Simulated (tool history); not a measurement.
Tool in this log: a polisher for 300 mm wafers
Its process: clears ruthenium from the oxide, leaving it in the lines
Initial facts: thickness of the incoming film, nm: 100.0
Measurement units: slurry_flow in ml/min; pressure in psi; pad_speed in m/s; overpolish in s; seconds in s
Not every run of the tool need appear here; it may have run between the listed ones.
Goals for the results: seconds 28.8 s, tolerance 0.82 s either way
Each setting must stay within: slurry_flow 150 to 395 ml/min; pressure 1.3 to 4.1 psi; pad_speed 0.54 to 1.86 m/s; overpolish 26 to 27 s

{"run": 1, "day": 0.0, "slurry_flow": 250, "pressure": 2.7, "pad_speed": 1.18, "overpolish": 26, "seconds": 51.173}
{"run": 2, "day": 0.1, "slurry_flow": 250, "pressure": 2.7, "pad_speed": 1.44, "overpolish": 26, "seconds": 42.137}
{"run": 3, "day": 0.217, "slurry_flow": 250, "pressure": 2.7, "pad_speed": 1.24, "overpolish": 26, "seconds": 48.274}
{"run": 4, "day": 0.412, "slurry_flow": 305, "pressure": 2.7, "pad_speed": 1.24, "overpolish": 26, "seconds": 47.865}
{"run": 5, "day": 0.579, "slurry_flow": 360, "pressure": 2.7, "pad_speed": 1.24, "overpolish": 26, "seconds": 47.2}
{"run": 6, "day": 0.817, "slurry_flow": 395, "pressure": 2.7, "pad_speed": 1.24, "overpolish": 26, "seconds": 47.158}
{"run": 7, "day": 1.054, "slurry_flow": 395, "pressure": 2.7, "pad_speed": 1.24, "overpolish": 26, "seconds": 46.698}
{"run": 8, "day": 1.142, "slurry_flow": 395, "pressure": 3, "pad_speed": 1.24, "overpolish": 26, "seconds": 42.261}
{"run": 9, "day": 1.383, "slurry_flow": 395, "pressure": 3.3, "pad_speed": 1.24, "overpolish": 26, "seconds": 38.668}
{"run": 10, "day": 1.583, "slurry_flow": 395, "pressure": 3.5, "pad_speed": 1.26, "overpolish": 26, "seconds": 35.85}
{"run": 11, "day": 1.854, "slurry_flow": 395, "pressure": 3.7, "pad_speed": 1.28, "overpolish": 26, "seconds": 33.673}
{"run": 12, "day": 1.942, "slurry_flow": 395, "pressure": 3.8, "pad_speed": 1.3, "overpolish": 26, "seconds": 32.255}
{"run": 13, "day": 2.296, "slurry_flow": 395, "pressure": 3.9, "pad_speed": 1.32, "overpolish": 26, "seconds": 31.341}
{"run": 14, "day": 2.425, "slurry_flow": 395, "pressure": 4, "pad_speed": 1.34, "overpolish": 26, "seconds": 29.563}

Exercise: of the 5 proposed moves below, exactly one satisfies all targets within the stated allowed misses. Which move is it?
{"run": "A", "day": 2.554, "slurry_flow": 390, "pressure": 3.9, "pad_speed": 1.32, "overpolish": 27, "seconds": "?"}
{"run": "B", "day": 2.554, "slurry_flow": 395, "pressure": 3.9, "pad_speed": 1.34, "overpolish": 27, "seconds": "?"}
{"run": "C", "day": 2.554, "slurry_flow": 395, "pressure": 3.9, "pad_speed": 1.32, "overpolish": 26, "seconds": "?"}
{"run": "D", "day": 2.554, "slurry_flow": 375, "pressure": 4, "pad_speed": 1.28, "overpolish": 26, "seconds": "?"}
{"run": "E", "day": 2.554, "slurry_flow": 360, "pressure": 4.1, "pad_speed": 1.34, "overpolish": 27, "seconds": "?"}

move=A seconds=30.692
move=B seconds=30.219
move=C seconds=30.665
move=D seconds=30.938
move=E seconds=28.972
A: misses by more than the last run did
B: misses by more than the last run did
C: misses by more than the last run did
D: misses by more than the last run did
E: all results land within tolerance of their targets
Answer: E

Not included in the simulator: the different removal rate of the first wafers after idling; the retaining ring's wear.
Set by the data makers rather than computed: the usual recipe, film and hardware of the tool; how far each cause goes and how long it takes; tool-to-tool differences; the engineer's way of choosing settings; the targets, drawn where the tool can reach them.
